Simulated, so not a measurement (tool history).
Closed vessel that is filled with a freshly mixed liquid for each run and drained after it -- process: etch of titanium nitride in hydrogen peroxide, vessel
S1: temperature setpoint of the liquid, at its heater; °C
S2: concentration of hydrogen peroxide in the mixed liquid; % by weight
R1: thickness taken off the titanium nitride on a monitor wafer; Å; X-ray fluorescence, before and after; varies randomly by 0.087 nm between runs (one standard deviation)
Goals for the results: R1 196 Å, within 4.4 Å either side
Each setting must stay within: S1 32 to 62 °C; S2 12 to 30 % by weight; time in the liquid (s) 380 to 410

run 1 hour=0 | S1=46 S2=22 time_in_the_liquid_(s)=380 | R1=218.91
run 2 hour=3.1 | S1=45.5 S2=22 time_in_the_liquid_(s)=380 | R1=211.11
run 3 hour=7 | S1=45.5 S2=25.5 time_in_the_liquid_(s)=380 | R1=217.46
run 4 hour=13.1 | S1=45.5 S2=28.5 time_in_the_liquid_(s)=380 | R1=223.7
run 5 hour=18.9 | S1=45.5 S2=30 time_in_the_liquid_(s)=380 | R1=227.77
run 6 hour=28 | S1=52.5 S2=30 time_in_the_liquid_(s)=380 | R1=375.63
run 7 hour=31.6 | S1=50 S2=30 time_in_the_liquid_(s)=380 | R1=316.1
run 8 hour=38.5 | S1=50 S2=30 time_in_the_liquid_(s)=380 | R1=314.81
run 9 hour=40.2 | S1=48 S2=30 time_in_the_liquid_(s)=380 | R1=270.96
run 10 hour=46.8 | S1=47 S2=30 time_in_the_liquid_(s)=380 | R1=253.57
run 11 hour=49.3 | S1=46 S2=30 time_in_the_liquid_(s)=380 | R1=234.25
run 12 hour=52.5 | S1=45.5 S2=30 time_in_the_liquid_(s)=380 | R1=226.34
run 13 hour=55 | S1=45 S2=30 time_in_the_liquid_(s)=380 | R1=218.18
run 14 hour=62.2 | S1=44.5 S2=30 time_in_the_liquid_(s)=380 | R1=211.84
run 15 hour=70.6 | S1=44 S2=30 time_in_the_liquid_(s)=380 | R1=202.16

Which of these 4 next moves meets every target?
run A hour=79 | S1=45 S2=29.5 time_in_the_liquid_(s)=380 | R1=?
run B hour=79 | S1=43.5 S2=28.5 time_in_the_liquid_(s)=385 | R1=?
run C hour=79 | S1=44.5 S2=29.5 time_in_the_liquid_(s)=380 | R1=?
run D hour=79 | S1=44.5 S2=30 time_in_the_liquid_(s)=380 | R1=?

move=A R1=215.97
move=B R1=194.08
move=C R1=208.06
move=D R1=208.84
A: its largest miss is bigger than the last run's
B: meets every target
C: its largest miss is bigger than the last run's
D: its largest miss is bigger than the last run's
So the answer is move B, the one that meets all the targets.
